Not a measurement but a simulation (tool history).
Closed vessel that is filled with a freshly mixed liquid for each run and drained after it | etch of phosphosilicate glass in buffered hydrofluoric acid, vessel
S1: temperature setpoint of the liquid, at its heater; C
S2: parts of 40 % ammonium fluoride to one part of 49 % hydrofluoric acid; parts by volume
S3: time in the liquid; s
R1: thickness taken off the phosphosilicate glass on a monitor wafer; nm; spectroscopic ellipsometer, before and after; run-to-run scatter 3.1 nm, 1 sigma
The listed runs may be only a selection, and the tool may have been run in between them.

run  hour    S1    S2   S3      R1
  1     0    21    15  105     514
  2   5.1    21    15  105  513.09
  3  12.3  22.5    15  105  561.11
  4  16.2  22.5    17  105  494.53
  5    23  22.5  20.5  105  411.91
  6  27.8  22.5  20.5  105  412.02
       34  -- thermometer replaced
  7    34    24  19.5  105  496.35
  8  42.2    25    19  105   539.2
  9  50.9    26  18.5  105  583.06
 10  57.2  26.5    18  105  617.07
 11  60.7    27  17.5  105  649.11
 12  69.3  27.5    17  105  688.23

Run 13 comes next. What will it give?
 13  75.7  28  16.5  105   ?

Run 13 produced R1 728.88 nm.

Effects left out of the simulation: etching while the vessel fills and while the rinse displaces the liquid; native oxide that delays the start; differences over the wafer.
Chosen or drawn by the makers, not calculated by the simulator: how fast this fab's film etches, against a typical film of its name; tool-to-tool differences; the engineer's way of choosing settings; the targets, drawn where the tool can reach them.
